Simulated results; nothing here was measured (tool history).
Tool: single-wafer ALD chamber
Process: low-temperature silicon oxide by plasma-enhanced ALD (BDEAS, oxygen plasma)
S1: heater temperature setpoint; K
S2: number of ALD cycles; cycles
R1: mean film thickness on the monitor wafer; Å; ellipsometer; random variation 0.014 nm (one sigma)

run 1 hour=0.0 | S1=388.15 S2=58 | R1=74.998
run 2 hour=3.9 | S1=388.15 S2=66 | R1=85.377
run 3 hour=7.5 | S1=378.15 S2=66 | R1=87.019
run 4 hour=9.4 | S1=378.15 S2=62 | R1=81.651
run 5 hour=15.5 | S1=378.15 S2=58 | R1=76.557
run 6 hour=16.6 | S1=382.15 S2=56 | R1=73.363
run 7 hour=22.6 | S1=385.15 S2=54 | R1=70.316

The next listed run, before its measurement:
run 8 hour=28.8 | S1=396.15 S2=50 | R1=?

R1: 63.793 Å

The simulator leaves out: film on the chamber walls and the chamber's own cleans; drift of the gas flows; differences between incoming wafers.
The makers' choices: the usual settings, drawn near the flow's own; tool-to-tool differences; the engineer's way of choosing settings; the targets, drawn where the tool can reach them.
